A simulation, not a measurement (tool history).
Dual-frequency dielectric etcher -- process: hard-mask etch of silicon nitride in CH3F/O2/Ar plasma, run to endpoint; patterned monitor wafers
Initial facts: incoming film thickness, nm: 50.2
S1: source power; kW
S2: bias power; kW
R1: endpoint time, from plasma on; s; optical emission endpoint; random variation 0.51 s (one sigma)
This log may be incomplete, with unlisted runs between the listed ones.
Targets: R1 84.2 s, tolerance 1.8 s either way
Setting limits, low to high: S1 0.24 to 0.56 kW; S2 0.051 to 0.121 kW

run	hour	S1	S2	R1
1	0	0.4	0.086	70.62
2	7.7	0.36	0.083	74.319
3	16.4	0.42	0.083	71.661
4	19.4	0.42	0.073	76.083
5	27.7	0.39	0.071	79.581
6	30.8	0.43	0.071	76.07
7	34.4	0.4	0.07	79.332
8	37.8	0.38	0.069	80.449
9	46.4	0.37	0.068	81.688

Pick the move, out of 4, that brings all results within their allowed miss; only one does.
A	55	0.3	0.072	?
B	55	0.39	0.075	?
C	55	0.32	0.065	?
D	55	0.39	0.068	?

move	R1
A	85.389
B	77.443
C	88.622
D	81.57
A: every result lands within tolerance
B: moves away from the targets compared with the last run
C: takes the result that was furthest off past its target
D: no nearer and no further than the last run
A meets every target.
